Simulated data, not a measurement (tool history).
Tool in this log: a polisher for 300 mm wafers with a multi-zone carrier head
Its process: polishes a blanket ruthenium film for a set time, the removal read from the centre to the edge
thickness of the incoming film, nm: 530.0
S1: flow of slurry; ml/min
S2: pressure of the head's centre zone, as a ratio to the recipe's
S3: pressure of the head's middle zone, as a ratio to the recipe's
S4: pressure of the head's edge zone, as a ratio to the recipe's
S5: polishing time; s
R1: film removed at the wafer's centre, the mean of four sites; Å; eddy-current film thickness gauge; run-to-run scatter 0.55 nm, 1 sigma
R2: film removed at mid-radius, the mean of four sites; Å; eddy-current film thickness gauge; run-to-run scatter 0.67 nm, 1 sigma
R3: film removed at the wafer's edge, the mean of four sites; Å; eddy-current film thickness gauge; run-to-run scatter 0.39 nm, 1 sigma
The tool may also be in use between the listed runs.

Run 1, hour 0.0: S1 150 ml/min, S2 1.00, S3 1.00, S4 1.00, S5 74 s. Result: R1 701.97 Å, R2 711.24 Å, R3 685.47 Å.
Run 2, hour 1.8: S1 150 ml/min, S2 1.07, S3 1.00, S4 1.00, S5 74 s. Result: R1 745.20 Å, R2 701.50 Å, R3 684.71 Å.
Run 3, hour 3.4: S1 135 ml/min, S2 1.07, S3 1.00, S4 1.00, S5 74 s. Result: R1 742.23 Å, R2 692.17 Å, R3 669.21 Å.
Run 4, hour 4.8: S1 130 ml/min, S2 1.06, S3 1.00, S4 0.99, S5 73 s. Result: R1 715.43 Å, R2 663.90 Å, R3 661.65 Å.
Run 5, hour 8.8: S1 130 ml/min, S2 1.05, S3 1.01, S4 0.98, S5 72 s. Result: R1 698.28 Å, R2 661.50 Å, R3 645.60 Å.
Run 6, hour 14.7: S1 130 ml/min, S2 1.05, S3 1.01, S4 1.05, S5 72 s. Result: R1 704.15 Å, R2 663.90 Å, R3 655.84 Å.

Estimate the outcome of run 7 from the log above:
Run 7, hour 21.8: S1 130 ml/min, S2 1.05, S3 1.02, S4 1.04, S5 71 s. Result: R1 ?, R2 ?, R3 ?.

Run 7 measured R1 683.73 Å, R2 663.26 Å, R3 661.91 Å.

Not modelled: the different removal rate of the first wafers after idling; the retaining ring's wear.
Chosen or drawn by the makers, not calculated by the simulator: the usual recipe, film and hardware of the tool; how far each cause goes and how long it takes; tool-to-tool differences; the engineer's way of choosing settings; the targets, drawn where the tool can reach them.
